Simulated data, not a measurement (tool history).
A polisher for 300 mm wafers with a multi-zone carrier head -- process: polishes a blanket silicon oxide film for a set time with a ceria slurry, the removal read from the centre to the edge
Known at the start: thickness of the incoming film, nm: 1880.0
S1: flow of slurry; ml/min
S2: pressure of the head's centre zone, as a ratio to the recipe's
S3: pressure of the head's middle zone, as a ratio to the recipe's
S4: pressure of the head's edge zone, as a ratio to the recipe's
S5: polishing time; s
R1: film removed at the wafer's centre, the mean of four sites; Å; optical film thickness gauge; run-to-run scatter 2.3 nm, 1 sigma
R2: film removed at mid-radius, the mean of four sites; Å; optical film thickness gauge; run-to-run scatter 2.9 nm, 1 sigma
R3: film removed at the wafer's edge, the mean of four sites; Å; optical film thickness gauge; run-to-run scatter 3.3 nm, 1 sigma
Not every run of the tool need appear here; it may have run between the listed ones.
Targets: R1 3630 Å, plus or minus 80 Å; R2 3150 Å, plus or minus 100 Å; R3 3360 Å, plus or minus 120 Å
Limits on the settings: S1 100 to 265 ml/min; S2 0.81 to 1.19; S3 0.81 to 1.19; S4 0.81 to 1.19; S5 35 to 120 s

| run | hour | S1 | S2 | S3 | S4 | S5 | R1 | R2 | R3 |
|---|---|---|---|---|---|---|---|---|---|
| 1 | 0 | 170 | 1 | 1 | 1 | 77 | 4208.6 | 4254.4 | 4398.2 |
| 2 | 5.1 | 170 | 1 | 1 | 0.92 | 77 | 4198.4 | 4299 | 4213.4 |
| 3 | 12.2 | 195 | 1 | 1 | 0.92 | 77 | 4392.8 | 4293.9 | 4309.2 |
| 4 | 15.8 | 195 | 1 | 1.03 | 0.92 | 77 | 4324.7 | 4403.2 | 4273.6 |
| 5 | 23.8 | 195 | 1 | 1.09 | 0.92 | 77 | 4305.7 | 4720.9 | 4313.6 |
| 6 | 26.9 | 190 | 1 | 1.05 | 0.9 | 75 | 4188.6 | 4392.8 | 4126.1 |
| 7 | 33.7 | 180 | 1 | 1.02 | 0.89 | 73 | 4017.8 | 4097.3 | 4005.3 |
|  | 40.6 | edge zone pressure recalibrated |
| 8 | 40.6 | 175 | 1.01 | 1 | 0.88 | 71 | 3942 | 3903.5 | 3786.1 |
| 9 | 44 | 165 | 1.01 | 0.97 | 0.87 | 71 | 3917.2 | 3805.4 | 3619.6 |

Of the 5 settings listed for the next run, only one would bring every result within its allowed miss of target. Which one?
| A | 47.4 | 205 | 1.05 | 0.96 | 0.93 | 61 | ? | ? | ? |
| B | 47.4 | 165 | 0.95 | 1.07 | 0.91 | 71 | ? | ? | ? |
| C | 47.4 | 190 | 1.09 | 0.87 | 0.88 | 63 | ? | ? | ? |
| D | 47.4 | 160 | 1.13 | 1.02 | 0.81 | 62 | ? | ? | ? |
| E | 47.4 | 145 | 1.07 | 0.91 | 0.94 | 64 | ? | ? | ? |

| move | R1 | R2 | R3 |
|---|---|---|---|
| A | 3655.7 | 3409.4 | 3287.7 |
| B | 3702.1 | 4192.2 | 3692.1 |
| C | 3868.7 | 3215 | 3297.6 |
| D | 3824.8 | 3496 | 3071.1 |
| E | 3654.3 | 3226.1 | 3319.2 |
A: an improvement on the last run, though not all results are within tolerance
B: moves away from the targets compared with the last run
C: meets the target for the result that was furthest off, but another lies outside its allowed miss
D: an improvement on the last run, though not all results are within tolerance
E: meets every target
The right move is E.
